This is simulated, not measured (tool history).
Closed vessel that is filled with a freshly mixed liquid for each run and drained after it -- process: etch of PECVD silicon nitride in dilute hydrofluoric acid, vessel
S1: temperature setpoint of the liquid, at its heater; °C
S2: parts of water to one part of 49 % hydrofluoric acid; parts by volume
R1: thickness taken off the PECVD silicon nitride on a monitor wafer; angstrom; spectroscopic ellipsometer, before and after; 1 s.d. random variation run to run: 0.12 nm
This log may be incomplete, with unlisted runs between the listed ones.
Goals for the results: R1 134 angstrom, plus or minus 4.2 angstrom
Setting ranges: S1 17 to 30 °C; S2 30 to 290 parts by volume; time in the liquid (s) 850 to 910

run 1 day=0 | S1=22 S2=160 time_in_the_liquid_(s)=850 | R1=162.22
run 2 day=0.238 | S1=24.5 S2=160 time_in_the_liquid_(s)=850 | R1=191.29
run 3 day=0.504 | S1=23.5 S2=160 time_in_the_liquid_(s)=850 | R1=180.83
run 4 day=0.6 | S1=23 S2=160 time_in_the_liquid_(s)=850 | R1=171.55
run 5 day=0.912 | S1=23 S2=140 time_in_the_liquid_(s)=850 | R1=198.3
run 6 day=1.075 | S1=23 S2=140 time_in_the_liquid_(s)=850 | R1=196.46
run 7 day=1.229 | S1=22 S2=140 time_in_the_liquid_(s)=850 | R1=189.11
run 8 day=1.371 | S1=21 S2=140 time_in_the_liquid_(s)=850 | R1=175.64
run 9 day=1.617 | S1=20.5 S2=140 time_in_the_liquid_(s)=850 | R1=169.8
run 10 day=1.854 | S1=20 S2=140 time_in_the_liquid_(s)=850 | R1=165.2
run 11 day=1.996 | S1=20 S2=140 time_in_the_liquid_(s)=850 | R1=164.26
run 12 day=2.183 | S1=17 S2=145 time_in_the_liquid_(s)=850 | R1=130.17

Which single option among these 5 for the next run brings every result within its allowed miss of target? Just one does.
run A day=2.371 | S1=19.5 S2=160 time_in_the_liquid_(s)=880 | R1=?
run B day=2.371 | S1=17 S2=155 time_in_the_liquid_(s)=870 | R1=?
run C day=2.371 | S1=17 S2=155 time_in_the_liquid_(s)=875 | R1=?
run D day=2.371 | S1=17 S2=155 time_in_the_liquid_(s)=895 | R1=?
run E day=2.371 | S1=17 S2=145 time_in_the_liquid_(s)=875 | R1=?

move=A R1=144.92
move=B R1=124.88
move=C R1=125.6
move=D R1=128.47
move=E R1=133.92
A: moves the result that the last run missed by most past its target, out the other side
B: its largest miss is bigger than the last run's
C: its largest miss is bigger than the last run's
D: its largest miss is bigger than the last run's
E: every result lands within tolerance
E is the move that brings every result within its allowed miss.

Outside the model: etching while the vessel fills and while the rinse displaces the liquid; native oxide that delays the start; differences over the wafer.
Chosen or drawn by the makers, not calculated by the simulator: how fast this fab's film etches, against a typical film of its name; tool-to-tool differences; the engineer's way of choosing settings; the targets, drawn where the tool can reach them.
